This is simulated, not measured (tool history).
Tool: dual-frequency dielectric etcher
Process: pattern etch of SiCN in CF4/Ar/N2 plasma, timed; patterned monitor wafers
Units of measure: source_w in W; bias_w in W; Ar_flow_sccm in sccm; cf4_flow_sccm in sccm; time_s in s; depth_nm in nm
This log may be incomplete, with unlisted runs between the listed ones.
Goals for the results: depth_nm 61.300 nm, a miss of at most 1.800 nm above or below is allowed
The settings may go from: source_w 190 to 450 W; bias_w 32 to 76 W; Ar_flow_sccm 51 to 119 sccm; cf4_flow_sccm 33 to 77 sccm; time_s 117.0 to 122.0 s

run	hour	source_w	bias_w	Ar_flow_sccm	cf4_flow_sccm	time_s	depth_nm
1	0.0	320	54	85	55	117.0	69.966
2	8.9	310	54	85	55	117.0	68.397
3	14.4	300	54	85	55	117.0	66.952
4	21.4	300	54	85	62	117.0	68.103
5	25.5	300	54	75	62	117.0	69.424
# hour 28.7: source power generator calibrated
6	28.7	290	54	75	62	117.0	69.895
7	32.3	270	53	75	62	117.0	66.142
8	38.5	260	53	75	62	117.0	65.084
9	41.5	250	53	75	62	117.0	63.393

Below are 4 possible settings for the next run. Only one of them brings all results inside the allowed miss of their targets. Which is it?
A	44.5	260	46	79	55	121.0	?
B	44.5	270	54	74	60	117.0	?
C	44.5	250	54	79	59	120.5	?
D	44.5	260	48	74	63	120.5	?

move	depth_nm
A	60.922
B	66.683
C	64.666
D	64.006
A: every result lands within tolerance
B: misses by more than the last run did
C: misses by more than the last run did
D: misses by more than the last run did
A meets every target.
